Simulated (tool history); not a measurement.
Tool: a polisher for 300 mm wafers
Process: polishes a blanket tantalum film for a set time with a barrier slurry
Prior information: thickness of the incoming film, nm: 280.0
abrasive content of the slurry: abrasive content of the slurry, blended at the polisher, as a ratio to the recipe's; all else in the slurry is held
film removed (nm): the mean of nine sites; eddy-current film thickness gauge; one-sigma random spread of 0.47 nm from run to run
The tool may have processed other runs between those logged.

run,hour,flow of slurry (ml/min),pressure of the wafer on the pad (kPa),speed of the pad under the wafer (cm/s),abrasive content of the slurry,polishing time (s),film removed (nm)
1,0,240,16.5,112,1,27,68.413
2,6.6,185,16.5,112,1,27,65.606
3,12.3,185,13.8,108,1,27,52.246
4,19.5,185,17.2,108,1,27,66.485
5,23.1,185,15.2,108,1,27,57.407
6,27.1,185,13.1,106,1,27,49.006
7,36,185,11.7,106,1,27,45.115
8,41.4,185,10.3,104,1,27,37.863
9,49.1,185,9.7,104,1,27,35.863

Forecast run 10:
10,54.6,185,9.7,104,1,27,?

{"run 10": {"film removed (nm)": 36.247}}
